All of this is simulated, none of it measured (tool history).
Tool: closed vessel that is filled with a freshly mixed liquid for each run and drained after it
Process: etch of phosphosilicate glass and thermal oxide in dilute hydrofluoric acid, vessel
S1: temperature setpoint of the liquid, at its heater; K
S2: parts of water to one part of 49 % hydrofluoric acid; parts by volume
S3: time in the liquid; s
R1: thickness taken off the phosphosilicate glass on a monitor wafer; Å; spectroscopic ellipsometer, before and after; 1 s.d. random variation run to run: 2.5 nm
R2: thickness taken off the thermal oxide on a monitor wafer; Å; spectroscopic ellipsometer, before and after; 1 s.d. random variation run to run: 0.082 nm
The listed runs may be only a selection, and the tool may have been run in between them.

{"run": 1, "hour": 0.0, "S1": 297.15, "S2": 95, "S3": 60, "R1": 908.49, "R2": 27.192}
{"run": 2, "hour": 1.8, "S1": 297.15, "S2": 85, "S3": 60, "R1": 1049.8, "R2": 30.356}
{"run": 3, "hour": 10.5, "S1": 297.15, "S2": 85, "S3": 85, "R1": 1463.6, "R2": 43.58}
{"run": 4, "hour": 19.5, "S1": 297.15, "S2": 85, "S3": 70, "R1": 1204.1, "R2": 36.086}
{"run": 5, "hour": 28.6, "S1": 297.15, "S2": 75, "S3": 70, "R1": 1416.7, "R2": 41.397}
{"run": 6, "hour": 34.7, "S1": 299.65, "S2": 75, "S3": 70, "R1": 1537.2, "R2": 45.658}
{"run": 7, "hour": 41.8, "S1": 301.15, "S2": 65, "S3": 70, "R1": 1931.9, "R2": 56.634}
{"run": 8, "hour": 42.6, "S1": 305.15, "S2": 50, "S3": 70, "R1": 2960.8, "R2": 87.967}

What will run 9 give?
{"run": 9, "hour": 48.6, "S1": 305.15, "S2": 50, "S3": 70, "R1": "?", "R2": "?"}

R1: 2936.80 Å
R2: 87.984 Å

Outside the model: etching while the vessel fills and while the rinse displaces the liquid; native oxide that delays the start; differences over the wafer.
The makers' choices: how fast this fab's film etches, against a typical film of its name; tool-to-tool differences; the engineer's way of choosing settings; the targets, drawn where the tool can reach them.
